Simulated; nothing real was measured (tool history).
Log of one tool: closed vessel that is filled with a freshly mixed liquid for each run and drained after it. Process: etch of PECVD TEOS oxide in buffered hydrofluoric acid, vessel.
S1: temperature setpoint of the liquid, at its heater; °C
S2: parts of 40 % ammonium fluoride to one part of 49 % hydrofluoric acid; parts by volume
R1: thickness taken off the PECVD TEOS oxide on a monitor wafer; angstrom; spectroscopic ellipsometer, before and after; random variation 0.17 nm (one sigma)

Run 1, hour 0.0: S1 23.0 °C, S2 20.0 parts by volume, time in the liquid (s) 90. Result: R1 652.80 angstrom.
Run 2, hour 3.6: S1 23.0 °C, S2 20.0 parts by volume, time in the liquid (s) 100. Result: R1 722.34 angstrom.
Run 3, hour 12.2: S1 23.0 °C, S2 23.5 parts by volume, time in the liquid (s) 100. Result: R1 644.86 angstrom.
Run 4, hour 17.1: S1 20.5 °C, S2 23.5 parts by volume, time in the liquid (s) 100. Result: R1 560.39 angstrom.
Run 5, hour 21.3: S1 20.5 °C, S2 19.0 parts by volume, time in the liquid (s) 100. Result: R1 659.58 angstrom.
Run 6, hour 24.7: S1 20.0 °C, S2 20.0 parts by volume, time in the liquid (s) 100. Result: R1 606.62 angstrom.
Run 7, hour 25.4: S1 19.5 °C, S2 20.5 parts by volume, time in the liquid (s) 100. Result: R1 584.25 angstrom.
Run 8, hour 31.4: S1 19.0 °C, S2 21.0 parts by volume, time in the liquid (s) 100. Result: R1 558.81 angstrom.
Run 9, hour 38.8: S1 18.5 °C, S2 21.5 parts by volume, time in the liquid (s) 100. Result: R1 534.02 angstrom.
Run 10, hour 39.6: S1 18.5 °C, S2 22.0 parts by volume, time in the liquid (s) 100. Result: R1 528.67 angstrom.

Forecast run 11:
Run 11, hour 40.4: S1 18.5 °C, S2 22.5 parts by volume, time in the liquid (s) 100. Result: R1 ?.

Run 11 gave R1 517.72 angstrom.
